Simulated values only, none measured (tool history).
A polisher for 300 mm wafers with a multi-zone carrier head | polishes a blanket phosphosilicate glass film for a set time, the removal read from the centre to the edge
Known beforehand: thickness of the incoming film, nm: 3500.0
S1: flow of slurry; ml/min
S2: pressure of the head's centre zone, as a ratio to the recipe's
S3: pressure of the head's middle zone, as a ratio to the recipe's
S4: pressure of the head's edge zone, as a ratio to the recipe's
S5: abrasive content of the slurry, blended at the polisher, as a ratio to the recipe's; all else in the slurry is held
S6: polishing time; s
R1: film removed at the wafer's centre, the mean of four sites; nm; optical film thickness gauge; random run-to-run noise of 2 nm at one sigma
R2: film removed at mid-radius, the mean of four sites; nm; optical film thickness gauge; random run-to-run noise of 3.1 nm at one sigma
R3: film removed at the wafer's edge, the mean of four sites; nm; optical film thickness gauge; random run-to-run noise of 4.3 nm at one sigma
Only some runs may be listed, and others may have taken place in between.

| run | hour | S1 | S2 | S3 | S4 | S5 | S6 | R1 | R2 | R3 |
|---|---|---|---|---|---|---|---|---|---|---|
| 1 | 0.0 | 245 | 1.00 | 1.00 | 1.00 | 1.00 | 64 | 358.82 | 364.07 | 366.73 |
| 2 | 2.6 | 240 | 1.02 | 0.95 | 0.96 | 0.90 | 64 | 355.42 | 344.27 | 358.77 |
| 3 | 5.8 | 250 | 1.06 | 0.93 | 0.95 | 0.80 | 62 | 352.77 | 322.85 | 334.45 |
| 4 | 11.2 | 250 | 1.07 | 0.90 | 0.94 | 0.70 | 61 | 332.20 | 294.65 | 325.47 |
| 5 | 14.1 | 250 | 1.09 | 0.89 | 0.91 | 0.65 | 60 | 327.52 | 278.85 | 303.19 |
| 6 | 16.9 | 245 | 1.09 | 0.88 | 0.89 | 0.65 | 60 | 325.35 | 278.16 | 294.28 |
| 7 | 23.5 | 245 | 1.09 | 0.88 | 0.89 | 0.65 | 60 | 329.60 | 273.95 | 297.83 |
| 8 | 29.1 | 245 | 1.09 | 0.88 | 0.89 | 0.65 | 60 | 328.92 | 276.11 | 305.43 |

Run 9, settings as shown, results not yet in. Your forecast:
| 9 | 35.9 | 245 | 1.09 | 0.88 | 0.87 | 0.65 | 60 | ? | ? | ? |

Run 9 produced R1 331.37 nm, R2 274.86 nm, R3 299.02 nm.
